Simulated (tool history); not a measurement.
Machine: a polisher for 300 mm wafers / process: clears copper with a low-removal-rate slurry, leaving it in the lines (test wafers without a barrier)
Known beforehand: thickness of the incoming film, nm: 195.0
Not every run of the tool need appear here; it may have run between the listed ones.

run,hour,flow of slurry (ml/min),pressure of the wafer on the pad (kPa),speed of the pad under the wafer (cm/s),abrasive content of the slurry,overpolish time after the end point (s),time until the end point was called (s),dishing of a wide line in a test structure (angstrom)
1,0.0,170,14.5,94,1.00,14,125.49,140.61
2,3.4,170,15.2,94,1.00,13,120.55,133.92
3,7.8,170,15.2,94,1.00,16,122.76,163.79
4,13.7,170,15.2,94,0.85,16,127.90,159.21
5,19.3,175,15.9,94,0.85,15,119.47,153.85
6,26.7,135,15.9,94,0.85,15,127.33,146.97
7,33.3,140,16.5,94,0.85,14,122.18,147.78
8,40.0,150,16.5,94,0.85,13,121.19,142.57
9,45.7,160,16.5,94,0.85,12,118.85,139.33
10,53.6,160,16.5,94,0.85,12,119.11,135.11
11,56.7,165,16.5,94,0.85,11,119.71,126.26

For run 12, what comes out?
12,65.3,170,16.5,94,0.85,10,?,?

Run 12 gave time until the end point was called (s) 115.91, dishing of a wide line in a test structure (angstrom) 115.26.

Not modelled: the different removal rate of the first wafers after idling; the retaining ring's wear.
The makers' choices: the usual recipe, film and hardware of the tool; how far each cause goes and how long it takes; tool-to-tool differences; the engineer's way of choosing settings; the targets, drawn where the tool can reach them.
